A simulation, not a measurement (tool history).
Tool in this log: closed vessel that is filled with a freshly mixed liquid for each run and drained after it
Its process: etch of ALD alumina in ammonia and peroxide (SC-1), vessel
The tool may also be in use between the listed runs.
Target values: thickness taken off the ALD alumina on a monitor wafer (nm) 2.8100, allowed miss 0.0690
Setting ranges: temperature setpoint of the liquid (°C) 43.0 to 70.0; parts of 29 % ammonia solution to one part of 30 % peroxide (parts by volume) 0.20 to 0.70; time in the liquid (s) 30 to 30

run,hour,temperature setpoint of the liquid (°C),parts of 29 % ammonia solution to one part of 30 % peroxide (parts by volume),time in the liquid (s),thickness taken off the ALD alumina on a monitor wafer (nm)
1,0.0,59.0,0.40,30,3.3576
2,4.9,58.0,0.40,30,3.1688
3,13.0,58.0,0.55,30,3.2558
4,19.2,57.0,0.55,30,3.1172
5,20.2,57.0,0.60,30,3.1461
6,28.6,57.0,0.60,30,3.1393
7,32.6,56.5,0.60,30,3.0025
8,33.9,56.0,0.60,30,2.9600
9,41.9,55.5,0.60,30,2.8850

Pick the move, out of 5, that brings all results within their allowed miss; only one does.
A,49.9,55.0,0.55,30,?
B,49.9,56.0,0.65,30,?
C,49.9,56.5,0.70,30,?
D,49.9,56.5,0.60,30,?
E,49.9,56.0,0.70,30,?

move,thickness taken off the ALD alumina on a monitor wafer (nm)
A,2.7873
B,2.9855
C,3.0867
D,3.0421
E,3.0065
A: meets every target
B: moves away from the targets compared with the last run
C: moves away from the targets compared with the last run
D: moves away from the targets compared with the last run
E: moves away from the targets compared with the last run
A meets every target.
